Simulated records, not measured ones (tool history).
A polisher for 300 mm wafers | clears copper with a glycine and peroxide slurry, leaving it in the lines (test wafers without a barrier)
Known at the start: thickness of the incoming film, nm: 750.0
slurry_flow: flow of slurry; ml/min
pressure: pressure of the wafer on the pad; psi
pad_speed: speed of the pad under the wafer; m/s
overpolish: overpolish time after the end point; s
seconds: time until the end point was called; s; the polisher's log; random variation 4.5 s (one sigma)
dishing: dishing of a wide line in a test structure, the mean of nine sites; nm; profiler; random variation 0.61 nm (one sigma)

Run 1, hour 0.0: slurry_flow 120 ml/min, pressure 3.2 psi, pad_speed 0.90 m/s, overpolish 27 s. Result: seconds 169.81 s, dishing 64.197 nm.
Run 2, hour 6.4: slurry_flow 145 ml/min, pressure 3.2 psi, pad_speed 0.90 m/s, overpolish 27 s. Result: seconds 157.30 s, dishing 64.335 nm.
Run 3, hour 9.1: slurry_flow 145 ml/min, pressure 4.0 psi, pad_speed 0.90 m/s, overpolish 27 s. Result: seconds 133.31 s, dishing 74.029 nm.
Run 4, hour 16.6: slurry_flow 145 ml/min, pressure 3.3 psi, pad_speed 0.84 m/s, overpolish 22 s. Result: seconds 161.26 s, dishing 55.264 nm.
Run 5, hour 24.2: slurry_flow 140 ml/min, pressure 2.8 psi, pad_speed 0.80 m/s, overpolish 19 s. Result: seconds 195.62 s, dishing 44.556 nm.
Run 6, hour 32.2: slurry_flow 135 ml/min, pressure 2.4 psi, pad_speed 0.80 m/s, overpolish 17 s. Result: seconds 218.11 s, dishing 34.797 nm.
Run 7, hour 35.8: slurry_flow 130 ml/min, pressure 2.2 psi, pad_speed 0.80 m/s, overpolish 17 s. Result: seconds 234.50 s, dishing 32.158 nm.
Run 8, hour 44.1: slurry_flow 110 ml/min, pressure 1.6 psi, pad_speed 0.78 m/s, overpolish 17 s. Result: seconds 300.27 s, dishing 26.434 nm.
Run 9, hour 51.3: slurry_flow 115 ml/min, pressure 1.6 psi, pad_speed 0.78 m/s, overpolish 17 s. Result: seconds 304.04 s, dishing 25.942 nm.

Forecast run 10:
Run 10, hour 59.4: slurry_flow 120 ml/min, pressure 1.6 psi, pad_speed 0.78 m/s, overpolish 17 s. Result: seconds ?, dishing ?.

Run 10 gave seconds 296.21 s, dishing 26.467 nm.
